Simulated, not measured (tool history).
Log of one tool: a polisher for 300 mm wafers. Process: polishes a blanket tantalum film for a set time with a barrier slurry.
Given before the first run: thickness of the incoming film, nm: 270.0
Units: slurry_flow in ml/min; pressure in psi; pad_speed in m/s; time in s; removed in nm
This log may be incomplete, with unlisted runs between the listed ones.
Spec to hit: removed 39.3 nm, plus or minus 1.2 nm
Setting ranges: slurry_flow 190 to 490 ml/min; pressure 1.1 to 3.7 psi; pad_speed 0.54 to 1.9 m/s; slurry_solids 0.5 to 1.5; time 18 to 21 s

{"run": 1, "hour": 0.0, "slurry_flow": 315, "pressure": 2.4, "pad_speed": 1.22, "slurry_solids": 1, "time": 21, "removed": 60.785}
{"run": 2, "hour": 3.8, "slurry_flow": 315, "pressure": 2.4, "pad_speed": 1.22, "slurry_solids": 1.15, "time": 21, "removed": 62.499}
{"run": 3, "hour": 7.9, "slurry_flow": 265, "pressure": 2.4, "pad_speed": 1.22, "slurry_solids": 1.15, "time": 21, "removed": 60.572}
{"run": 4, "hour": 9.5, "slurry_flow": 260, "pressure": 2.2, "pad_speed": 1.22, "slurry_solids": 1.15, "time": 21, "removed": 56.678}
{"run": 5, "hour": 17.1, "slurry_flow": 260, "pressure": 2, "pad_speed": 1.22, "slurry_solids": 1.15, "time": 21, "removed": 51.095}
{"run": 6, "hour": 23.0, "slurry_flow": 260, "pressure": 2, "pad_speed": 0.94, "slurry_solids": 1.15, "time": 21, "removed": 44.41}
{"run": 7, "hour": 27.0, "slurry_flow": 260, "pressure": 1.7, "pad_speed": 0.94, "slurry_solids": 1.15, "time": 21, "removed": 37.902}
{"run": 8, "hour": 30.3, "slurry_flow": 260, "pressure": 1.7, "pad_speed": 0.94, "slurry_solids": 1.15, "time": 21, "removed": 37.775}

Which of these 4 next moves meets every target?
{"run": "A", "hour": 33.6, "slurry_flow": 210, "pressure": 1.9, "pad_speed": 0.82, "slurry_solids": 1.3, "time": 21, "removed": "?"}
{"run": "B", "hour": 33.6, "slurry_flow": 265, "pressure": 1.8, "pad_speed": 0.94, "slurry_solids": 1.15, "time": 19, "removed": "?"}
{"run": "C", "hour": 33.6, "slurry_flow": 270, "pressure": 1.9, "pad_speed": 0.84, "slurry_solids": 0.9, "time": 21, "removed": "?"}
{"run": "D", "hour": 33.6, "slurry_flow": 190, "pressure": 2, "pad_speed": 0.94, "slurry_solids": 1.2, "time": 18, "removed": "?"}

move=A removed=39.025
move=B removed=36.011
move=C removed=36.642
move=D removed=36.438
A: hits every target within its allowed miss
B: misses by more than the last run did
C: misses by more than the last run did
D: misses by more than the last run did
Correct choice: A, which meets every target
